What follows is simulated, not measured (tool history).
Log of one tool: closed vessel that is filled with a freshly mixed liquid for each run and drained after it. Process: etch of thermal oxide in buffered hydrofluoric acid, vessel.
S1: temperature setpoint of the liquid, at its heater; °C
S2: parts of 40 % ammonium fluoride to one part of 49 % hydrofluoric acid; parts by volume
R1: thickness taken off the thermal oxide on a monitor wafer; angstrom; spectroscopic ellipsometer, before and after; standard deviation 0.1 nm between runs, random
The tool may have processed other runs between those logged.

{"run": 1, "hour": 0.0, "S1": 21, "S2": 11.5, "time in the liquid (s)": 30, "R1": 247.46}
{"run": 2, "hour": 3.8, "S1": 23.5, "S2": 11.5, "time in the liquid (s)": 30, "R1": 285.08}
{"run": 3, "hour": 6.9, "S1": 23.5, "S2": 11.5, "time in the liquid (s)": 30, "R1": 283.66}
{"run": 4, "hour": 12.0, "S1": 23.5, "S2": 13, "time in the liquid (s)": 30, "R1": 253.5}
{"run": 5, "hour": 15.5, "S1": 25, "S2": 13, "time in the liquid (s)": 30, "R1": 274.5}
{"run": 6, "hour": 22.9, "S1": 26, "S2": 13, "time in the liquid (s)": 30, "R1": 289.59}
{"run": 7, "hour": 24.3, "S1": 26, "S2": 13, "time in the liquid (s)": 30, "R1": 289.12}
{"run": 8, "hour": 28.4, "S1": 26.5, "S2": 13, "time in the liquid (s)": 30, "R1": 298.34}

Run 9, settings as shown, results not yet in. Your forecast:
{"run": 9, "hour": 32.9, "S1": 27, "S2": 13, "time in the liquid (s)": 30, "R1": "?"}

Run 9 gave R1 304.65 angstrom.
